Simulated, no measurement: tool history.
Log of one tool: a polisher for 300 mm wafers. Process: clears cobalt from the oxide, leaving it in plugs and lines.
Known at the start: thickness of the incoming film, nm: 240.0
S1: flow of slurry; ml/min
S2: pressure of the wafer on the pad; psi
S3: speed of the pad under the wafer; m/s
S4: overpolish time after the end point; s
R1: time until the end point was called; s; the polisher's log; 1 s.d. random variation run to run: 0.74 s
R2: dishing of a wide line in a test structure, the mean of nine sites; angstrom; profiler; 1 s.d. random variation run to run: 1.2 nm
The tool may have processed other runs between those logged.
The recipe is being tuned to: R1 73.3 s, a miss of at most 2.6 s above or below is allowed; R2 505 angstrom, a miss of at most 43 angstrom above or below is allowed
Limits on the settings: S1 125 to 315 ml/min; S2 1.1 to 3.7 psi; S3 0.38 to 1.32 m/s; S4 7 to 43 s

run 1 hour=0 | S1=205 S2=2.4 S3=0.84 S4=22 | R1=50.964 R2=455.23
run 2 hour=8.8 | S1=205 S2=2.4 S3=0.84 S4=31 | R1=51.84 R2=522.16
run 3 hour=9.5 | S1=205 S2=2.1 S3=0.84 S4=31 | R1=58.523 R2=502
run 4 hour=13.4 | S1=205 S2=2 S3=0.84 S4=32 | R1=62.547 R2=504.5
run 5 hour=22.3 | S1=205 S2=2 S3=0.84 S4=39 | R1=61.259 R2=545.44
run 6 hour=26.4 | S1=205 S2=1.9 S3=0.84 S4=39 | R1=63.619 R2=513.97
run 7 hour=33.1 | S1=205 S2=1.8 S3=0.84 S4=40 | R1=68.875 R2=536.48
run 8 hour=40.7 | S1=205 S2=1.8 S3=0.84 S4=39 | R1=67.14 R2=509.87
run 9 hour=49.3 | S1=205 S2=1.8 S3=0.84 S4=40 | R1=68.615 R2=514.85

4 candidate next runs follow, results not yet known. Just one meets every target within its allowed miss. Identify it.
run A hour=57.9 | S1=190 S2=1.4 S3=1.02 S4=39 | R1=? R2=?
run B hour=57.9 | S1=180 S2=1.8 S3=0.86 S4=43 | R1=? R2=?
run C hour=57.9 | S1=200 S2=1.8 S3=0.92 S4=28 | R1=? R2=?
run D hour=57.9 | S1=195 S2=2 S3=0.82 S4=43 | R1=? R2=?

move=A R1=72.103 R2=516.85
move=B R1=67.459 R2=536.2
move=C R1=62.288 R2=487.92
move=D R1=63.143 R2=542.4
A: every result within its allowed miss
B: its largest miss is bigger than the last run's
C: its largest miss is bigger than the last run's
D: its largest miss is bigger than the last run's
A is the move that brings every result within its allowed miss.
